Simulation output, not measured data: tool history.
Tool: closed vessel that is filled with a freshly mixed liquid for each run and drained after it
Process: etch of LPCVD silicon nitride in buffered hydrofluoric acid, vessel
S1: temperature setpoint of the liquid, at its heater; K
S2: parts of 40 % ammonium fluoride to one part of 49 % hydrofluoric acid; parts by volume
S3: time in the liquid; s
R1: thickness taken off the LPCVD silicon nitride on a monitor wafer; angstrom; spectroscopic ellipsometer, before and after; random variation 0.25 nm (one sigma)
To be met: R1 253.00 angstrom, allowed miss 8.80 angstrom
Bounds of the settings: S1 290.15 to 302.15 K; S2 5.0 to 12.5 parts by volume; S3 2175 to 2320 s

Run 1, day 0.000: S1 294.15 K, S2 7.5 parts by volume, S3 2175 s. Result: R1 358.36 angstrom.
Run 2, day 0.350: S1 293.15 K, S2 8.0 parts by volume, S3 2175 s. Result: R1 318.89 angstrom.
Run 3, day 0.442: S1 292.15 K, S2 8.0 parts by volume, S3 2175 s. Result: R1 298.88 angstrom.
Run 4, day 0.800: S1 292.15 K, S2 8.0 parts by volume, S3 2320 s. Result: R1 322.47 angstrom.
Run 5, day 0.917: S1 292.15 K, S2 8.0 parts by volume, S3 2175 s. Result: R1 301.67 angstrom.
Run 6, day 1.292: S1 291.65 K, S2 8.0 parts by volume, S3 2175 s. Result: R1 297.24 angstrom.
Run 7, day 1.646: S1 291.15 K, S2 8.0 parts by volume, S3 2175 s. Result: R1 283.74 angstrom.
Run 8, day 2.046: S1 290.65 K, S2 8.0 parts by volume, S3 2175 s. Result: R1 279.15 angstrom.

Which of these 5 next moves meets every target?
Run A, day 2.446: S1 290.15 K, S2 8.0 parts by volume, S3 2285 s. Result: R1 ?.
Run B, day 2.446: S1 291.15 K, S2 9.0 parts by volume, S3 2300 s. Result: R1 ?.
Run C, day 2.446: S1 290.65 K, S2 8.5 parts by volume, S3 2250 s. Result: R1 ?.
Run D, day 2.446: S1 292.15 K, S2 9.5 parts by volume, S3 2175 s. Result: R1 ?.
Run E, day 2.446: S1 291.15 K, S2 10.0 parts by volume, S3 2210 s. Result: R1 ?.

move      R1
   A  282.73
   B  265.09
   C  268.22
   D  256.39
   E  238.35
A: further off than the last run
B: nearer than the last run, and not there yet
C: nearer than the last run, and not there yet
D: meets every target
E: takes the result that was furthest off past its target
Answer: D

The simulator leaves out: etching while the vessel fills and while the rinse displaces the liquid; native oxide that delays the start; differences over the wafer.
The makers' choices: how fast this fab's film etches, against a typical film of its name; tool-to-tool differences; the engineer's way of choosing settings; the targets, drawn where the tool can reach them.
